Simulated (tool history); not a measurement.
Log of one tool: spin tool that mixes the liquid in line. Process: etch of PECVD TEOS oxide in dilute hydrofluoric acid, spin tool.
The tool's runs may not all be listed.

run  hour  temperature setpoint of the liquid (C)  parts of water to one part of 49 % hydrofluoric acid (parts by volume)  time under the liquid (s)  thickness taken off the PECVD TEOS oxide on a monitor wafer (angstrom)
  1     0                                      21                                                                     145                         15                                                                  23.734
  2   3.4                                      21                                                                     165                         15                                                                   20.72
  3  11.7                                      22                                                                     155                         15                                                                  23.144
  4  15.7                                      23                                                                     145                         15                                                                  25.683
  5    19                                      24                                                                     135                         15                                                                  29.008
  6  22.8                                      24                                                                     135                         15                                                                  29.329
     26.7  -- thermometer replaced
  7  26.7                                    24.5                                                                     130                         15                                                                  28.921
  8  35.6                                      25                                                                     120                         15                                                                  33.009

Forecast run 9:
  9  44.3                                    25.5                                                                     115                         15                                                                       ?

Run 9 gave thickness taken off the PECVD TEOS oxide on a monitor wafer (angstrom) 35.096.

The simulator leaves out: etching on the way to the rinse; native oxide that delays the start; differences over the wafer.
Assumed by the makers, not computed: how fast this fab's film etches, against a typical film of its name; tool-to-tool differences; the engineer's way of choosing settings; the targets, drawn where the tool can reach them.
